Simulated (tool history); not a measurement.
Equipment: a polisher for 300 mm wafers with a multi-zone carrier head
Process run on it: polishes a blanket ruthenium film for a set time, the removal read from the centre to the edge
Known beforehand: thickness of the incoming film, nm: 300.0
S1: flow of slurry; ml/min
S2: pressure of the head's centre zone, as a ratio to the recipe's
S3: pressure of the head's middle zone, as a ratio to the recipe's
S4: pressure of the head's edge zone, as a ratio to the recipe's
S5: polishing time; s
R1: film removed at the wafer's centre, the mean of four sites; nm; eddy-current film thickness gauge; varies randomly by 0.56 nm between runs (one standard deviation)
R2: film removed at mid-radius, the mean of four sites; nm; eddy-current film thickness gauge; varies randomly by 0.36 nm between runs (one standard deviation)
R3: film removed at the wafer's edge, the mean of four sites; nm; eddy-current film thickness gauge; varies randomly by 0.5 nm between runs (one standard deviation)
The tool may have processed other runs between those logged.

run 1 hour=0.0 | S1=260 S2=1.00 S3=1.00 S4=1.00 S5=73 | R1=80.298 R2=80.948 R3=80.019
run 2 hour=3.5 | S1=260 S2=0.96 S3=1.00 S4=1.00 S5=73 | R1=76.923 R2=82.335 R3=81.108
run 3 hour=6.3 | S1=260 S2=0.88 S3=1.00 S4=1.00 S5=73 | R1=73.631 R2=80.767 R3=81.118
run 4 hour=7.1 | S1=260 S2=0.88 S3=1.04 S4=1.00 S5=73 | R1=72.532 R2=84.335 R3=81.541
run 5 hour=8.4 | S1=260 S2=0.88 S3=1.04 S4=1.00 S5=80 | R1=81.002 R2=90.986 R3=87.663
run 6 hour=15.1 | S1=240 S2=0.96 S3=0.98 S4=0.97 S5=67 | R1=70.833 R2=72.237 R3=73.055
run 7 hour=19.1 | S1=230 S2=0.98 S3=0.95 S4=0.94 S5=59 | R1=63.345 R2=61.535 R3=62.702
run 8 hour=20.4 | S1=225 S2=0.98 S3=0.92 S4=0.91 S5=55 | R1=58.706 R2=55.826 R3=57.150
run 9 hour=25.6 | S1=215 S2=0.98 S3=0.89 S4=0.90 S5=52 | R1=54.144 R2=50.422 R3=53.599
run 10 hour=32.6 | S1=210 S2=0.99 S3=0.87 S4=0.88 S5=51 | R1=55.157 R2=49.028 R3=52.946
run 11 hour=37.8 | S1=210 S2=0.99 S3=0.86 S4=0.87 S5=49 | R1=51.997 R2=46.797 R3=50.836
run 12 hour=46.3 | S1=210 S2=0.99 S3=0.86 S4=0.87 S5=49 | R1=51.336 R2=47.172 R3=51.087

Run 13 has not been measured yet. What should we expect?
run 13 hour=51.8 | S1=205 S2=1.00 S3=0.85 S4=0.86 S5=48 | R1=? R2=? R3=?

R1: 50.560 nm
R2: 44.368 nm
R3: 49.612 nm
